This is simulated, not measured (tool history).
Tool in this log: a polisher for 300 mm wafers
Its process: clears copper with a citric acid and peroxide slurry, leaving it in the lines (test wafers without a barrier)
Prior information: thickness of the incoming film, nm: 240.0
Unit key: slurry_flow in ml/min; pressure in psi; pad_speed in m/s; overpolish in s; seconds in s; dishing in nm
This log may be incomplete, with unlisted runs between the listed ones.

run,hour,slurry_flow,pressure,pad_speed,slurry_solids,overpolish,seconds,dishing
1,0.0,245,2.3,1.06,1.00,10,128.75,14.5600
2,3.3,245,2.1,1.06,1.00,10,146.24,13.1350
3,8.4,225,2.1,1.06,1.00,10,142.77,13.1080
4,9.3,220,1.9,0.88,0.95,8,184.71,8.1197
5,12.7,220,1.7,0.76,0.95,7,251.69,5.6198
6,18.6,220,1.6,0.74,0.95,6,267.08,4.3223

What does the tool deliver on the next run?
7,24.6,220,1.5,0.74,0.95,6,?,?

For run 7 the tool returned seconds 296.08 s, dishing 4.0769 nm.
